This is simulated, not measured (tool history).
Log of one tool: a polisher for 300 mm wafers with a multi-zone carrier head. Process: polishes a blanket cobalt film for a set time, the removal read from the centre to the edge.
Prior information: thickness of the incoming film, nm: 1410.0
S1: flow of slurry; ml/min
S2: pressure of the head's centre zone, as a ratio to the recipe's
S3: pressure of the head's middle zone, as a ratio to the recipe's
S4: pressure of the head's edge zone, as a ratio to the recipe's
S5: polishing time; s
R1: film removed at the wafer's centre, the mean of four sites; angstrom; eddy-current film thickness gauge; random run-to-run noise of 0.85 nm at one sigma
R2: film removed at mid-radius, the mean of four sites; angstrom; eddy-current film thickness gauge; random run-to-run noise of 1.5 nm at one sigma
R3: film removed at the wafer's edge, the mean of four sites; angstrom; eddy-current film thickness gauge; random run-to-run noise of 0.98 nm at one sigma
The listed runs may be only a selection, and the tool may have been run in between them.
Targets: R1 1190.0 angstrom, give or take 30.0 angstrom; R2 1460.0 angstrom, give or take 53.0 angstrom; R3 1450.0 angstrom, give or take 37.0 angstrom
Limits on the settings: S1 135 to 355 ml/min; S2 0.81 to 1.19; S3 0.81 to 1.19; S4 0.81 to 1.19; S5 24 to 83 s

run,hour,S1,S2,S3,S4,S5,R1,R2,R3
1,0.0,225,1.00,1.00,1.00,53,2015.2,2038.1,2061.7
2,3.4,210,0.95,0.99,0.98,49,1737.2,1827.7,1894.0
3,5.0,210,0.95,1.02,0.98,49,1743.7,1877.0,1877.0
4,12.3,210,0.95,0.97,0.98,49,1768.6,1800.0,1870.1
5,14.2,195,0.91,0.99,0.96,46,1553.1,1722.5,1757.6
6,16.4,185,0.88,0.98,0.93,44,1431.1,1605.8,1632.1
7,18.9,175,0.86,0.98,0.92,43,1361.0,1587.4,1583.1
8,24.3,145,0.81,0.94,0.88,39,1113.9,1337.8,1366.6
9,32.8,160,0.81,0.95,0.89,39,1149.9,1346.6,1394.6
10,37.8,165,0.81,0.97,0.90,39,1159.8,1375.2,1402.0

Which single option among these 5 for the next run brings every result within its allowed miss of target? Just one does.
A,42.8,135,0.81,1.05,0.87,39,?,?,?
B,42.8,170,0.81,0.98,0.89,40,?,?,?
C,42.8,160,0.84,1.12,0.84,39,?,?,?
D,42.8,180,0.81,1.05,0.93,40,?,?,?
E,42.8,215,0.81,0.94,1.00,37,?,?,?

move,R1,R2,R3
A,1107.1,1438.8,1354.8
B,1180.9,1442.0,1441.7
C,1183.9,1561.1,1358.2
D,1192.0,1540.7,1478.4
E,1129.9,1327.8,1441.6
A: brings the result that was furthest off to its target, and leaves another outside
B: meets every target
C: pushes the last run's worst result past its target
D: pushes the last run's worst result past its target
E: lands further from the targets than the last run did
B is the move that brings every result within its allowed miss.
